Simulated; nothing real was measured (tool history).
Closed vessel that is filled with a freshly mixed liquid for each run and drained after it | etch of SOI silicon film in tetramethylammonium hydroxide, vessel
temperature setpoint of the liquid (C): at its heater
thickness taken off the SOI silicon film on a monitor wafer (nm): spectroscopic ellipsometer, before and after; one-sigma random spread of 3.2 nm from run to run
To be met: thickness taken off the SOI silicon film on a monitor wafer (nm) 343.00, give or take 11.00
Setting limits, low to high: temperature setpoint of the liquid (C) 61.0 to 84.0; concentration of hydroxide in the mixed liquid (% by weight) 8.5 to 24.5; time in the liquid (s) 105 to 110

run  hour  temperature setpoint of the liquid (C)  concentration of hydroxide in the mixed liquid (% by weight)  time in the liquid (s)  thickness taken off the SOI silicon film on a monitor wafer (nm)
  1   0.0                                    74.0                                                          16.5                     105                                                            661.64
  2   1.4                                    74.0                                                          18.5                     105                                                            638.94
  3   5.4                                    71.0                                                          18.5                     105                                                            534.01
  4   8.9                                    69.0                                                          18.5                     105                                                            468.46
  5  11.9                                    71.0                                                          18.5                     105                                                            530.75
  6  14.8                                    67.5                                                          18.5                     105                                                            437.73
  7  19.1                                    66.5                                                          18.5                     105                                                            403.14
  8  20.2                                    66.0                                                          18.5                     105                                                            398.52
  9  25.3                                    65.5                                                          18.5                     105                                                            387.41
 10  33.3                                    65.0                                                          18.5                     105                                                            377.30
 11  38.6                                    64.5                                                          18.5                     105                                                            366.75

Next run, 5 choices. One meets every target within its allowed miss, the rest don't. Which?
  A  43.9                                    63.5                                                          18.0                     105                                                                 ?
  B  43.9                                    65.0                                                          19.0                     105                                                                 ?
  C  43.9                                    64.0                                                          16.0                     105                                                                 ?
  D  43.9                                    65.5                                                          17.5                     105                                                                 ?
  E  43.9                                    66.0                                                          22.5                     110                                                                 ?

move  thickness taken off the SOI silicon film on a monitor wafer (nm)
   A                                                            344.40
   B                                                            368.77
   C                                                            371.02
   D                                                            393.18
   E                                                            372.86
A: every result lands within tolerance
B: misses by more than the last run did
C: misses by more than the last run did
D: misses by more than the last run did
E: misses by more than the last run did
Answer: A
